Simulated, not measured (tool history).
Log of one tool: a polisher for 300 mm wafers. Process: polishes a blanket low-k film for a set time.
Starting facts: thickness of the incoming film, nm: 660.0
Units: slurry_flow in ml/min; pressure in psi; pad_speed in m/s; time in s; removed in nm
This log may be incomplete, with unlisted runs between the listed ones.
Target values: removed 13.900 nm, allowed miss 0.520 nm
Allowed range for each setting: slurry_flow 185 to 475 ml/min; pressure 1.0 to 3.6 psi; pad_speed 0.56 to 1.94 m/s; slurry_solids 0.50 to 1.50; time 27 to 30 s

run 1 hour=0.0 | slurry_flow=305 pressure=2.3 pad_speed=1.24 slurry_solids=1.00 time=30 | removed=16.363
run 2 hour=6.5 | slurry_flow=305 pressure=2.3 pad_speed=1.24 slurry_solids=1.15 time=30 | removed=17.445
run 3 hour=13.9 | slurry_flow=305 pressure=2.6 pad_speed=1.24 slurry_solids=1.15 time=30 | removed=19.789
run 4 hour=21.1 | slurry_flow=305 pressure=2.5 pad_speed=1.24 slurry_solids=1.15 time=30 | removed=19.282
run 5 hour=24.0 | slurry_flow=305 pressure=2.4 pad_speed=1.24 slurry_solids=1.15 time=30 | removed=18.310
run 6 hour=30.0 | slurry_flow=305 pressure=2.4 pad_speed=1.12 slurry_solids=1.15 time=30 | removed=17.167
run 7 hour=36.2 | slurry_flow=305 pressure=2.3 pad_speed=1.12 slurry_solids=1.15 time=30 | removed=16.513
run 8 hour=39.7 | slurry_flow=305 pressure=2.1 pad_speed=1.10 slurry_solids=1.15 time=30 | removed=14.806

4 next moves are on the table. One of them brings every result within its allowed miss. Which?
run A hour=43.2 | slurry_flow=305 pressure=2.7 pad_speed=0.90 slurry_solids=0.90 time=27 | removed=?
run B hour=43.2 | slurry_flow=330 pressure=1.9 pad_speed=1.16 slurry_solids=1.25 time=27 | removed=?
run C hour=43.2 | slurry_flow=300 pressure=2.8 pad_speed=1.00 slurry_solids=0.65 time=30 | removed=?
run D hour=43.2 | slurry_flow=350 pressure=1.8 pad_speed=1.20 slurry_solids=1.15 time=28 | removed=?

move=A removed=13.114
move=B removed=13.130
move=C removed=13.728
move=D removed=12.876
A: pushes the last run's worst result past its target
B: pushes the last run's worst result past its target
C: hits every target within its allowed miss
D: pushes the last run's worst result past its target
Answer: C

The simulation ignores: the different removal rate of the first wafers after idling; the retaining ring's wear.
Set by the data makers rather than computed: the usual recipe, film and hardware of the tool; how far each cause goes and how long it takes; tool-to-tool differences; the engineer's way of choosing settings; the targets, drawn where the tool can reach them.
